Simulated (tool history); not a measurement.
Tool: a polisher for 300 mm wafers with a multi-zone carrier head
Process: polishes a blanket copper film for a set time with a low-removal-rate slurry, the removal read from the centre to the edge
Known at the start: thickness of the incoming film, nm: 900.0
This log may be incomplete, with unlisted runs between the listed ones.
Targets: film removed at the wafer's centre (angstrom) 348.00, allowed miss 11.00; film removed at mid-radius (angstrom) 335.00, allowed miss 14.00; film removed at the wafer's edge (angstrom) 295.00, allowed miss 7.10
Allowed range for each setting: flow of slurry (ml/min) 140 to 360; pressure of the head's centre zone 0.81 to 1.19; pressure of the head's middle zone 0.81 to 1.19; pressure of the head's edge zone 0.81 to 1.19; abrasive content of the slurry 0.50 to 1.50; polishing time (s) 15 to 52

run,day,flow of slurry (ml/min),pressure of the head's centre zone,pressure of the head's middle zone,pressure of the head's edge zone,abrasive content of the slurry,polishing time (s),film removed at the wafer's centre (angstrom),film removed at mid-radius (angstrom),film removed at the wafer's edge (angstrom)
1,0.000,230,1.00,1.00,1.00,1.00,33,607.80,607.87,619.59
2,0.321,230,1.00,1.00,1.00,0.80,33,582.77,580.21,586.75
3,0.629,230,1.01,1.01,0.97,0.75,30,528.06,529.14,519.42
4,0.925,230,1.01,0.94,0.97,0.75,30,520.22,490.58,517.44
5,1.025,230,1.01,0.94,1.02,0.75,30,523.24,492.77,538.22
6,1.358,230,1.02,0.95,0.99,0.70,28,482.98,464.79,482.62
7,1.617,230,1.03,0.95,0.96,0.65,26,447.93,423.35,443.48
8,1.900,230,1.05,0.97,0.93,0.60,24,427.52,394.08,393.17
9,2.104,225,1.05,0.98,0.91,0.60,23,398.24,373.28,369.34
10,2.392,215,1.06,0.99,0.89,0.60,23,403.89,378.87,366.53
11,2.542,215,1.06,1.00,0.88,0.60,22,385.26,359.40,350.23
12,2.767,210,1.06,1.02,0.87,0.60,22,378.06,361.76,344.10
13,2.975,205,1.07,1.03,0.86,0.60,22,384.41,365.83,337.69
14,3.146,200,1.07,1.03,0.85,0.60,22,384.51,363.55,337.79
15,3.333,195,1.07,1.04,0.84,0.60,22,382.96,375.34,337.17
16,3.579,195,1.08,1.05,0.82,0.55,21,365.20,348.22,309.97

Next run, 5 choices. One meets every target within its allowed miss, the rest don't. Which?
A,3.825,180,1.18,1.02,0.81,0.60,20,?,?,?
B,3.825,180,1.12,1.09,0.84,0.65,19,?,?,?
C,3.825,170,1.04,0.99,0.84,0.65,21,?,?,?
D,3.825,195,0.97,1.04,0.83,0.55,22,?,?,?
E,3.825,185,0.95,1.08,0.86,0.60,22,?,?,?

move,film removed at the wafer's centre (angstrom),film removed at mid-radius (angstrom),film removed at the wafer's edge (angstrom)
A,379.07,332.06,298.84
B,346.73,337.25,292.34
C,351.07,341.94,320.92
D,342.60,370.95,330.63
E,337.20,384.46,338.55
A: meets the target for the result that was furthest off, but another lies outside its allowed miss
B: in spec on every target
C: misses by more than the last run did
D: misses by more than the last run did
E: misses by more than the last run did
B meets every target.

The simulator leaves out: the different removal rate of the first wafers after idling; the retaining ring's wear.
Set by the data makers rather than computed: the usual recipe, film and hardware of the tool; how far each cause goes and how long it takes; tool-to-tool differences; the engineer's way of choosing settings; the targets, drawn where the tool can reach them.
